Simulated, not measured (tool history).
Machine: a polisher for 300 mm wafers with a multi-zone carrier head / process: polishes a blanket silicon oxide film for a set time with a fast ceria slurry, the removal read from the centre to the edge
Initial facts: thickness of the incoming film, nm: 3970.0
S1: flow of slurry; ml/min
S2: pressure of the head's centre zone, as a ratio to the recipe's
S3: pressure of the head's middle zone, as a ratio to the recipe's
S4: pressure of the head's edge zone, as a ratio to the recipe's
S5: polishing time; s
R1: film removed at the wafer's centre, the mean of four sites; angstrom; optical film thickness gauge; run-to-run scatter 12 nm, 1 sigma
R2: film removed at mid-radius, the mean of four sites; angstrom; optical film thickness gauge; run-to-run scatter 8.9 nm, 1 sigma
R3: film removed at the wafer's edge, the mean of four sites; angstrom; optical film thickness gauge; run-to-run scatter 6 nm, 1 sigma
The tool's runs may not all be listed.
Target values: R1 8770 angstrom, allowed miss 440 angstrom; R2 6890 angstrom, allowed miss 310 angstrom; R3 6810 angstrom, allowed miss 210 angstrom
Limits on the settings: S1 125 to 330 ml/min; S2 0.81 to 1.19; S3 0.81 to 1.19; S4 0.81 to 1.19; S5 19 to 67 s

run 1 hour=0 | S1=210 S2=1 S3=1 S4=1 S5=43 | R1=7143.1 R2=6504.7 R3=6268
run 2 hour=3.9 | S1=220 S2=1.03 S3=1 S4=1.01 S5=43 | R1=7452.8 R2=6327.4 R3=6285.3
run 3 hour=11.4 | S1=220 S2=1.09 S3=1 S4=1.01 S5=43 | R1=7846.6 R2=6442.4 R3=6327.8
run 4 hour=20.2 | S1=220 S2=1.09 S3=1 S4=0.93 S5=43 | R1=7872.7 R2=6470.9 R3=6187.7
run 5 hour=20.9 | S1=225 S2=1.1 S3=1 S4=0.94 S5=44 | R1=8163.3 R2=6545 R3=6280.1
-- hour=21.9 centre zone pressure recalibrated
run 6 hour=21.9 | S1=225 S2=1.1 S3=1 S4=0.96 S5=45 | R1=7642.6 R2=6829.5 R3=6556.3
run 7 hour=26 | S1=205 S2=1.12 S3=0.98 S4=0.93 S5=46 | R1=7922 R2=6679.3 R3=6526.5
run 8 hour=34.9 | S1=215 S2=1.13 S3=0.98 S4=0.93 S5=46 | R1=8007.9 R2=6942.2 R3=6666.7

5 next moves are on the table. One of them brings every result within its allowed miss. Which?
run A hour=43.8 | S1=145 S2=1.09 S3=0.96 S4=0.96 S5=49 | R1=? R2=? R3=?
run B hour=43.8 | S1=125 S2=0.95 S3=0.91 S4=0.88 S5=52 | R1=? R2=? R3=?
run C hour=43.8 | S1=175 S2=1.07 S3=0.97 S4=0.97 S5=46 | R1=? R2=? R3=?
run D hour=43.8 | S1=270 S2=1.19 S3=0.94 S4=0.93 S5=47 | R1=? R2=? R3=?
run E hour=43.8 | S1=160 S2=1 S3=1.01 S4=0.89 S5=51 | R1=? R2=? R3=?

move=A R1=7628.5 R2=6723.7 R3=6750
move=B R1=6851.3 R2=6661.8 R3=6774.2
move=C R1=7255.2 R2=6549.8 R3=6497.7
move=D R1=8739.2 R2=6862.4 R3=6773.5
move=E R1=7407.6 R2=7420 R3=6862.6
A: misses by more than the last run did
B: misses by more than the last run did
C: misses by more than the last run did
D: every result within its allowed miss
E: misses by more than the last run did
Correct choice: D, which meets every target
